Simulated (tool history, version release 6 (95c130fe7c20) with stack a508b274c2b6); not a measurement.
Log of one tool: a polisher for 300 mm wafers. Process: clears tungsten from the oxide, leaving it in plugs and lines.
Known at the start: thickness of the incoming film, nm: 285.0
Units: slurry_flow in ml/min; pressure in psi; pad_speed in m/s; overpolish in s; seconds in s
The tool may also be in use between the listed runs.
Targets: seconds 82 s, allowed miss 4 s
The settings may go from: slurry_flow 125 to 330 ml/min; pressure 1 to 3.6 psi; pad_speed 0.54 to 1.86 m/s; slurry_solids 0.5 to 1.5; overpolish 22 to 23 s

run  hour  slurry_flow  pressure  pad_speed  slurry_solids  overpolish  seconds
  1     0          210       2.3       1.18              1          22   101.19
  2   2.8          165       2.3       1.18              1          22   102.29
  3     5          210       2.3       1.18              1          22   100.85
  4   6.5          210       2.3       1.18           0.85          22   106.62
  5  10.1          210       2.4       1.18           0.85          22   104.59
  6  13.3          210       2.4       1.18           0.85          23   102.13
  7  16.1          210       2.5       1.18           0.85          23   100.13
  8  21.9          210       2.5       1.18           0.85          23   98.333
  9  24.2          210       2.6       1.18           0.85          23   95.944
 10    29          210       2.7       1.18           0.85          23   92.137
 11  34.4          210       2.8       1.18           0.85          23   91.017
 12  37.3          210       2.9       1.18           0.85          23   89.169

5 next moves are on the table. One of them brings every result within its allowed miss. Which?
  A  40.2          180       3.2       1.06            0.7          22        ?
  B  40.2          195       3.2       1.14           0.65          23        ?
  C  40.2          230       2.7        1.3            0.9          23        ?
  D  40.2          225         3       1.06           0.85          23        ?
  E  40.2          170       3.1        1.1            0.8          23        ?

move  seconds
   A   97.814
   B   92.695
   C   81.591
   D   93.109
   E   93.142
A: further off than the last run
B: further off than the last run
C: meets every target
D: further off than the last run
E: further off than the last run
The right move is C.
